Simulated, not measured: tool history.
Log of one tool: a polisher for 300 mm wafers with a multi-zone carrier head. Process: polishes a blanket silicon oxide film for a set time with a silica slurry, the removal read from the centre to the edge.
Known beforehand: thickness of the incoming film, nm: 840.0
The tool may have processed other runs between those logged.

run	hour	flow of slurry (ml/min)	pressure of the head's centre zone	pressure of the head's middle zone	pressure of the head's edge zone	abrasive content of the slurry	polishing time (s)	film removed at the wafer's centre (angstrom)	film removed at mid-radius (angstrom)	film removed at the wafer's edge (angstrom)
1	0.0	255	1.00	1.00	1.00	1.00	77	2506.8	2536.3	2560.9
2	8.1	205	1.00	1.00	1.00	1.00	77	2489.7	2539.4	2487.2
3	16.6	205	1.00	1.00	1.00	1.00	61	1965.4	1993.5	1989.7
4	18.1	205	1.00	1.00	0.95	1.00	61	1973.7	2013.1	1987.6
5	26.1	205	1.00	1.00	0.95	1.15	61	2097.9	2099.8	2099.3
6	34.0	200	0.99	1.01	0.94	1.15	61	2042.6	2150.7	2097.5

What does the tool deliver on the next run?
7	37.1	195	0.98	1.01	0.93	1.15	61	?	?	?

{"run 7": {"film removed at the wafer's centre (angstrom)": 2034.6, "film removed at mid-radius (angstrom)": 2165.9, "film removed at the wafer's edge (angstrom)": 2048.3}}

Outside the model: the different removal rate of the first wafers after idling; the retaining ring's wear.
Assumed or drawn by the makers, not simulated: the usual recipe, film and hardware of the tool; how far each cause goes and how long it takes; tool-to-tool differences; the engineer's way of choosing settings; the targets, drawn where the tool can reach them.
